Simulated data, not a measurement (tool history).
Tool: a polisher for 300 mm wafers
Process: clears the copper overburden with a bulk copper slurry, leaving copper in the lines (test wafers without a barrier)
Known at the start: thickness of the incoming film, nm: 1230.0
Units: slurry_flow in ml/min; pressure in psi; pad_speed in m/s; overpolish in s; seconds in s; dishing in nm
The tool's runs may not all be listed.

run	hour	slurry_flow	pressure	pad_speed	slurry_solids	overpolish	seconds	dishing
1	0	165	2.7	0.88	1	16	156.96	66.312
2	2.5	165	2.1	0.88	1	16	200.59	55.775
3	4.2	165	2.4	0.9	1	17	174.4	66.937
4	12.5	165	2.4	0.9	1	24	173.28	81.357
5	19.8	165	2.4	0.9	0.8	24	188.62	77.981
6	27.9	165	2.7	0.92	0.8	24	169.92	88.395
7	36.1	170	2.9	0.94	0.8	23	149.26	91.338
8	45.1	175	3.1	0.96	0.8	23	135.23	97.07
9	51.1	175	3.3	0.98	0.8	23	125.61	103.6
10	60	180	3.4	1	0.8	23	120.81	106.77
11	67.1	180	3.5	1.02	0.8	23	114.32	109.88
12	69.8	180	3.6	1.04	0.8	23	111.22	111.06
13	72	185	3.7	1.06	0.8	23	102.09	116.2
14	78.9	210	4.1	1.06	0.8	22	91.015	119.76
15	84.1	210	4.1	1.08	0.8	22	91.695	121

Run 16 comes next. What will it give?
16	85.1	210	4.1	1.1	0.8	22	?	?

Run 16 gave seconds 91.891 s, dishing 118.75 nm.
